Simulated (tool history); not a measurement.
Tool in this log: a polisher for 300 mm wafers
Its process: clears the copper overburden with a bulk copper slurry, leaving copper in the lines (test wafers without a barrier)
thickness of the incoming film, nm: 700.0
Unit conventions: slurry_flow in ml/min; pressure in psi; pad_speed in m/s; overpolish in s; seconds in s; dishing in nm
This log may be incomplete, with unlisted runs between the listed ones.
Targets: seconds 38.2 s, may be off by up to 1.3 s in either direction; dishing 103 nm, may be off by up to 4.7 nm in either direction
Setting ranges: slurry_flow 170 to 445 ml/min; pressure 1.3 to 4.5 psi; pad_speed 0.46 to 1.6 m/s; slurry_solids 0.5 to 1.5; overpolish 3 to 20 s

Run 1, hour 0: slurry_flow 285 ml/min, pressure 2.9 psi, pad_speed 1.02 m/s, slurry_solids 1, overpolish 10 s. Result: seconds 67.533 s, dishing 63.687 nm.
Run 2, hour 1.6: slurry_flow 345 ml/min, pressure 2.9 psi, pad_speed 1.02 m/s, slurry_solids 1, overpolish 10 s. Result: seconds 67.315 s, dishing 61.266 nm.
Run 3, hour 5: slurry_flow 375 ml/min, pressure 2.9 psi, pad_speed 1.02 m/s, slurry_solids 1, overpolish 10 s. Result: seconds 68.58 s, dishing 63.111 nm.
Run 4, hour 12.5: slurry_flow 375 ml/min, pressure 2.4 psi, pad_speed 1.02 m/s, slurry_solids 1, overpolish 10 s. Result: seconds 80.072 s, dishing 53.906 nm.
Run 5, hour 14.9: slurry_flow 375 ml/min, pressure 2.8 psi, pad_speed 1.04 m/s, slurry_solids 1, overpolish 10 s. Result: seconds 67.721 s, dishing 63.084 nm.
Run 6, hour 23.9: slurry_flow 375 ml/min, pressure 2.8 psi, pad_speed 1.04 m/s, slurry_solids 0.85, overpolish 10 s. Result: seconds 71.162 s, dishing 60.717 nm.
Run 7, hour 25.3: slurry_flow 375 ml/min, pressure 3.1 psi, pad_speed 1.06 m/s, slurry_solids 0.85, overpolish 10 s. Result: seconds 64.005 s, dishing 67.077 nm.
Run 8, hour 33.8: slurry_flow 380 ml/min, pressure 3.9 psi, pad_speed 1.16 m/s, slurry_solids 0.85, overpolish 9 s. Result: seconds 47.158 s, dishing 80.508 nm.

5 candidate next runs follow, results not yet known. Just one meets every target within its allowed miss. Identify it.
Run A, hour 42.3: slurry_flow 270 ml/min, pressure 4.2 psi, pad_speed 1.36 m/s, slurry_solids 1.05, overpolish 12 s. Result: seconds ?, dishing ?.
Run B, hour 42.3: slurry_flow 445 ml/min, pressure 4.1 psi, pad_speed 1.34 m/s, slurry_solids 0.85, overpolish 11 s. Result: seconds ?, dishing ?.
Run C, hour 42.3: slurry_flow 305 ml/min, pressure 4.5 psi, pad_speed 1.34 m/s, slurry_solids 0.9, overpolish 10 s. Result: seconds ?, dishing ?.
Run D, hour 42.3: slurry_flow 330 ml/min, pressure 3.3 psi, pad_speed 1.1 m/s, slurry_solids 0.85, overpolish 10 s. Result: seconds ?, dishing ?.
Run E, hour 42.3: slurry_flow 355 ml/min, pressure 3.4 psi, pad_speed 0.92 m/s, slurry_solids 0.85, overpolish 10 s. Result: seconds ?, dishing ?.

move  seconds  dishing
   A   36.432   111.54
   B   38.659   102.07
   C   35.657   102.57
   D   58.823   70.334
   E   67.648   63.604
A: takes the result that was furthest off past its target
B: every result within its allowed miss
C: takes the result that was furthest off past its target
D: moves away from the targets compared with the last run
E: moves away from the targets compared with the last run
Move B is the one to make.
